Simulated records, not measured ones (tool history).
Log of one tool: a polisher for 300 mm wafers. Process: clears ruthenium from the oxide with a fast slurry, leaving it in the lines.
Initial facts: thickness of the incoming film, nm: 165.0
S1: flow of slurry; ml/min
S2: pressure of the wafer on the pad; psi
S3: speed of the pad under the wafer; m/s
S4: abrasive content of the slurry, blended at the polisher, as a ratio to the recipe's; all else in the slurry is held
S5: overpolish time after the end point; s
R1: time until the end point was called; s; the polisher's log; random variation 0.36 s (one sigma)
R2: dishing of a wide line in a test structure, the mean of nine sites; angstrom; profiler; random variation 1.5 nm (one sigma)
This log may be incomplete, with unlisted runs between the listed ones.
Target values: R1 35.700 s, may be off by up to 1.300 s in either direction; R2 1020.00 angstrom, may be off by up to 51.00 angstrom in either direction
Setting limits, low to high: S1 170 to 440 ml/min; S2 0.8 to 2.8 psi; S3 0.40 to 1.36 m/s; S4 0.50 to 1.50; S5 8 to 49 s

run,day,S1,S2,S3,S4,S5,R1,R2
1,0.000,280,1.8,0.88,1.00,25,58.403,544.48
2,0.104,280,1.5,0.88,1.00,25,68.568,472.09
3,0.267,280,1.7,0.88,1.00,26,62.457,539.28
4,0.304,215,1.7,0.88,1.00,26,64.184,519.90
5,0.450,225,1.9,0.88,1.00,27,57.887,599.47
6,0.512,225,1.9,0.88,0.80,27,61.480,555.83
7,0.850,225,1.9,0.88,0.80,27,62.403,548.06
8,1.121,230,2.1,0.90,0.80,28,54.660,635.58
9,1.338,235,2.2,0.90,0.80,29,53.591,695.10
10,1.642,235,2.3,0.92,0.80,29,49.308,699.33
11,1.879,240,2.8,0.96,0.85,36,39.237,1045.90
12,2.021,240,2.8,0.96,0.85,36,39.021,1051.80
13,2.321,240,2.8,0.98,0.85,35,37.231,1046.80
14,2.575,240,2.8,1.00,0.85,34,38.246,1027.90
15,2.762,240,2.8,1.02,0.85,33,36.457,1016.60

Consider the 5 candidate settings below. Which is the only one whose results all fall within their allowed miss of target?
A,2.950,220,2.5,1.12,0.90,36,?,?
B,2.950,225,2.8,1.00,0.80,34,?,?
C,2.950,245,2.7,1.00,0.90,33,?,?
D,2.950,230,2.8,0.98,1.00,32,?,?
E,2.950,245,2.8,1.14,0.60,35,?,?

move,R1,R2
A,37.974,1061.20
B,38.474,1004.80
C,37.673,997.92
D,35.724,1015.50
E,38.839,1020.30
A: moves away from the targets compared with the last run
B: moves away from the targets compared with the last run
C: moves away from the targets compared with the last run
D: meets every target
E: moves away from the targets compared with the last run
The move that meets every target is D.
